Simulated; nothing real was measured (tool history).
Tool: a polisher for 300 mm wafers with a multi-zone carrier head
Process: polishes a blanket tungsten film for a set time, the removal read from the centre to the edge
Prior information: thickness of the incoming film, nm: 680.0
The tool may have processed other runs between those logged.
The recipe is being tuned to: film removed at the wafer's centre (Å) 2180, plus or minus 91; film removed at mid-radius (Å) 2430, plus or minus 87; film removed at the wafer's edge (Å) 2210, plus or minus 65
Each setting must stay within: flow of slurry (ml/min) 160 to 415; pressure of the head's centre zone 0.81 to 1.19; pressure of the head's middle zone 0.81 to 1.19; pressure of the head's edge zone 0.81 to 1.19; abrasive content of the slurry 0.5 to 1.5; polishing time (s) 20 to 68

run	day	flow of slurry (ml/min)	pressure of the head's centre zone	pressure of the head's middle zone	pressure of the head's edge zone	abrasive content of the slurry	polishing time (s)	film removed at the wafer's centre (Å)	film removed at mid-radius (Å)	film removed at the wafer's edge (Å)
1	0	265	1	1	1	1	44	1876.6	1849.9	1814.4
2	0.3	275	1	1.05	1.04	1.1	44	1927.1	1959.7	1875.6
3	0.658	275	1	1.05	1.04	0.9	44	1815.3	1847.4	1790.5
4	0.829	225	1	1.05	1.04	0.9	44	1839.9	1842.9	1761.8
5	1.083	235	0.99	1.08	1.06	1.1	45	1959.3	2042.5	1924.3
6	1.108	235	0.99	1.08	1.1	1.1	45	1923.3	2025.8	1915
7	1.288	240	0.99	1.09	1.11	1.2	45	1924.1	2091.7	1970.7
8	1.412	245	1	1.1	1.12	1.3	46	2050.1	2181.7	2047.3
9	1.488	250	1	1.11	1.13	1.35	46	2076.9	2231.6	2089
10	1.596	255	1	1.12	1.14	1.4	46	2125.3	2237.2	2095.3
11	1.696	255	0.99	1.13	1.15	1.45	46	2102.4	2313.9	2132.2
12	1.888	260	0.99	1.14	1.16	1.45	46	2114.5	2291.5	2167.5

Below are 4 possible settings for the next run. Only one of them brings all results inside the allowed miss of their targets. Which is it?
A	2.079	195	0.95	1.17	1.14	1.25	48	?	?	?
B	2.079	365	1	1.17	1.19	1.5	46	?	?	?
C	2.079	315	0.96	1.11	1.19	1.45	45	?	?	?
D	2.079	280	0.92	1.19	1.1	1.5	47	?	?	?

move	film removed at the wafer's centre (Å)	film removed at mid-radius (Å)	film removed at the wafer's edge (Å)
A	1957.6	2320.7	2061.5
B	2207.8	2468.2	2186.5
C	2028.7	2262.7	2104.6
D	2022.8	2502.6	2146.1
A: its largest miss is bigger than the last run's
B: every result lands within tolerance
C: its largest miss is bigger than the last run's
D: meets the target for the result that was furthest off, but another lies outside its allowed miss
Move B is the one to make.
